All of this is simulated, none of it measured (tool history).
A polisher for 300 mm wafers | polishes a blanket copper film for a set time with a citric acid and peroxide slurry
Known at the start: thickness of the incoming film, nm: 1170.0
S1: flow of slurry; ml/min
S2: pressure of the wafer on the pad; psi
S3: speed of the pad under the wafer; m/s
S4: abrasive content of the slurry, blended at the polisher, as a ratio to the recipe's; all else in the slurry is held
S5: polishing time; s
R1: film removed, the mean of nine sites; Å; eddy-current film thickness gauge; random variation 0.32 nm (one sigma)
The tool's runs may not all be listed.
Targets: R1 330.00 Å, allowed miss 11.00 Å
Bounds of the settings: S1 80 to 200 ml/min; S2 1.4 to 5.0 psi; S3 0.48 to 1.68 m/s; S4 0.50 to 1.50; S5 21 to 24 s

{"run": 1, "hour": 0.0, "S1": 130, "S2": 3.2, "S3": 1.08, "S4": 1.0, "S5": 24, "R1": 518.26}
{"run": 2, "hour": 8.5, "S1": 130, "S2": 3.2, "S3": 0.94, "S4": 1.0, "S5": 24, "R1": 441.38}
{"run": 3, "hour": 11.8, "S1": 130, "S2": 3.1, "S3": 0.94, "S4": 1.0, "S5": 24, "R1": 426.52}
{"run": 4, "hour": 14.8, "S1": 130, "S2": 3.1, "S3": 0.94, "S4": 1.0, "S5": 24, "R1": 431.21}
{"run": 5, "hour": 19.8, "S1": 130, "S2": 3.0, "S3": 0.94, "S4": 1.0, "S5": 24, "R1": 412.61}
{"run": 6, "hour": 28.3, "S1": 150, "S2": 3.0, "S3": 0.94, "S4": 1.0, "S5": 24, "R1": 430.98}
{"run": 7, "hour": 35.4, "S1": 150, "S2": 3.0, "S3": 0.94, "S4": 1.0, "S5": 24, "R1": 424.16}
{"run": 8, "hour": 40.5, "S1": 120, "S2": 2.2, "S3": 0.92, "S4": 1.0, "S5": 24, "R1": 295.39}
{"run": 9, "hour": 44.5, "S1": 120, "S2": 2.2, "S3": 0.92, "S4": 1.0, "S5": 24, "R1": 300.33}

5 next moves are on the table. One of them brings every result within its allowed miss. Which?
{"run": "A", "hour": 48.5, "S1": 165, "S2": 2.1, "S3": 1.04, "S4": 0.8, "S5": 21, "R1": "?"}
{"run": "B", "hour": 48.5, "S1": 140, "S2": 2.3, "S3": 1.06, "S4": 0.75, "S5": 23, "R1": "?"}
{"run": "C", "hour": 48.5, "S1": 80, "S2": 2.7, "S3": 0.78, "S4": 1.3, "S5": 21, "R1": "?"}
{"run": "D", "hour": 48.5, "S1": 115, "S2": 2.2, "S3": 0.92, "S4": 1.0, "S5": 23, "R1": "?"}
{"run": "E", "hour": 48.5, "S1": 145, "S2": 2.4, "S3": 0.8, "S4": 0.8, "S5": 21, "R1": "?"}

move=A R1=280.50
move=B R1=328.34
move=C R1=263.61
move=D R1=282.31
move=E R1=244.54
A: further off than the last run
B: meets every target
C: further off than the last run
D: further off than the last run
E: further off than the last run
The right move is B.

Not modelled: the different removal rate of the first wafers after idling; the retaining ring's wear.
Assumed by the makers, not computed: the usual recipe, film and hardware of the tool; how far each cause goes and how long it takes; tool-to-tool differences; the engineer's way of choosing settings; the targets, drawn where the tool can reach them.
